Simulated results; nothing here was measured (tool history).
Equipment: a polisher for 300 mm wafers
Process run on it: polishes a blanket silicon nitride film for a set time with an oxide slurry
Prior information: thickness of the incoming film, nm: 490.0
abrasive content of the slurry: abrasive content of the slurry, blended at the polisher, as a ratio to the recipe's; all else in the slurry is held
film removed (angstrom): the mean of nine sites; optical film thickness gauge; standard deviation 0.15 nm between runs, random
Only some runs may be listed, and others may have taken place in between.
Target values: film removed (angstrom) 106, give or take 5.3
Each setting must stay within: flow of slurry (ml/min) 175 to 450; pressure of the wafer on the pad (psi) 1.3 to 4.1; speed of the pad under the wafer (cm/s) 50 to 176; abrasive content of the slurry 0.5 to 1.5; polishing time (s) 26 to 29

| run | hour | flow of slurry (ml/min) | pressure of the wafer on the pad (psi) | speed of the pad under the wafer (cm/s) | abrasive content of the slurry | polishing time (s) | film removed (angstrom) |
|---|---|---|---|---|---|---|---|
| 1 | 0 | 290 | 2.7 | 112 | 1 | 29 | 145.84 |
| 2 | 7.1 | 290 | 2.5 | 112 | 1 | 29 | 133.33 |
| 3 | 15.6 | 335 | 2.5 | 112 | 1 | 29 | 135.44 |
| 4 | 22.9 | 290 | 2.5 | 112 | 1 | 29 | 130.76 |
| 5 | 28.5 | 265 | 2.5 | 112 | 1 | 29 | 131.45 |
| 6 | 37.3 | 265 | 2.4 | 112 | 1 | 29 | 126.05 |
| 7 | 42.8 | 265 | 2.3 | 112 | 1 | 29 | 122.05 |
| 8 | 44.1 | 265 | 2.2 | 112 | 1 | 29 | 116.66 |

Of the 4 settings listed for the next run, only one would bring every result within its allowed miss of target. Which one?
| A | 45.4 | 245 | 1.7 | 142 | 1.1 | 28 | ? |
| B | 45.4 | 285 | 2.3 | 82 | 1.2 | 26 | ? |
| C | 45.4 | 225 | 2 | 106 | 1.05 | 27 | ? |
| D | 45.4 | 285 | 2.4 | 112 | 1.1 | 29 | ? |

| move | film removed (angstrom) |
|---|---|
| A | 104.47 |
| B | 97.954 |
| C | 96.233 |
| D | 131.83 |
A: every result within its allowed miss
B: takes the result that was furthest off past its target
C: takes the result that was furthest off past its target
D: misses by more than the last run did
A meets every target.

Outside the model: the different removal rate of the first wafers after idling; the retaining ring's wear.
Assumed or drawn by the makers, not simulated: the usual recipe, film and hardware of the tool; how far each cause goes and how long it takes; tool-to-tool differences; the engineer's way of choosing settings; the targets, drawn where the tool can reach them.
